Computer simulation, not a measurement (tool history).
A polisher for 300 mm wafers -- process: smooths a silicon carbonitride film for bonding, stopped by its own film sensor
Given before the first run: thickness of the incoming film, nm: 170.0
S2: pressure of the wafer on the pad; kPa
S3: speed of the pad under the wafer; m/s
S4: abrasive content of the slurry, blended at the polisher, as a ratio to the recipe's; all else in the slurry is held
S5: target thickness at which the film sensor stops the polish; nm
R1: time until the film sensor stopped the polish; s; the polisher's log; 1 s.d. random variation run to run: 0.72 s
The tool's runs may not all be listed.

{"run": 1, "hour": 0.0, "flow of slurry (ml/min)": 255, "S2": 18.6, "S3": 0.76, "S4": 1, "S5": 157, "R1": 46.273}
{"run": 2, "hour": 0.7, "flow of slurry (ml/min)": 255, "S2": 16.5, "S3": 0.76, "S4": 1, "S5": 157, "R1": 50.875}
{"run": 3, "hour": 2.4, "flow of slurry (ml/min)": 255, "S2": 18.6, "S3": 0.76, "S4": 1, "S5": 157, "R1": 45.365}
{"run": 4, "hour": 6.6, "flow of slurry (ml/min)": 305, "S2": 18.6, "S3": 0.76, "S4": 1, "S5": 157, "R1": 44.353}
{"run": 5, "hour": 7.7, "flow of slurry (ml/min)": 360, "S2": 18.6, "S3": 0.76, "S4": 1, "S5": 157, "R1": 44.065}
{"run": 6, "hour": 15.4, "flow of slurry (ml/min)": 360, "S2": 16.5, "S3": 0.76, "S4": 1, "S5": 157, "R1": 49.868}
{"run": 7, "hour": 24.3, "flow of slurry (ml/min)": 360, "S2": 15.2, "S3": 0.76, "S4": 1, "S5": 157, "R1": 52.795}

What does the tool deliver on the next run?
{"run": 8, "hour": 33.2, "flow of slurry (ml/min)": 360, "S2": 13.8, "S3": 0.76, "S4": 1, "S5": 157, "R1": "?"}

R1: 59.058 s
